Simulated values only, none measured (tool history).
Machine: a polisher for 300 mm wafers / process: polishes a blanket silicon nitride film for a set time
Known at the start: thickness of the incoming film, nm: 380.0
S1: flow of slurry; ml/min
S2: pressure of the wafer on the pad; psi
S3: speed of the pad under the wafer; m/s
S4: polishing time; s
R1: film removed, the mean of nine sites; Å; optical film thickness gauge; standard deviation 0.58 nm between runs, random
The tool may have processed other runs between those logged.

run 1 day=0.000 | S1=290 S2=3.8 S3=1.36 S4=33 | R1=709.05
run 2 day=0.038 | S1=290 S2=3.4 S3=1.34 S4=33 | R1=630.10
run 3 day=0.392 | S1=255 S2=3.4 S3=1.34 S4=33 | R1=609.74
run 4 day=0.650 | S1=255 S2=3.4 S3=1.54 S4=33 | R1=657.63
run 5 day=0.821 | S1=255 S2=3.4 S3=1.88 S4=33 | R1=747.75
run 6 day=0.867 | S1=255 S2=3.0 S3=1.82 S4=33 | R1=633.85
run 7 day=1.142 | S1=255 S2=2.7 S3=1.80 S4=33 | R1=572.35
run 8 day=1.179 | S1=255 S2=2.5 S3=1.78 S4=33 | R1=545.12
run 9 day=1.254 | S1=255 S2=1.7 S3=1.54 S4=32 | R1=321.75
run 10 day=1.558 | S1=255 S2=2.4 S3=1.56 S4=32 | R1=461.57
run 11 day=1.742 | S1=255 S2=2.3 S3=1.56 S4=32 | R1=450.35

The next listed run, before its measurement:
run 12 day=1.971 | S1=255 S2=2.2 S3=1.56 S4=32 | R1=?

R1: 427.58 Å

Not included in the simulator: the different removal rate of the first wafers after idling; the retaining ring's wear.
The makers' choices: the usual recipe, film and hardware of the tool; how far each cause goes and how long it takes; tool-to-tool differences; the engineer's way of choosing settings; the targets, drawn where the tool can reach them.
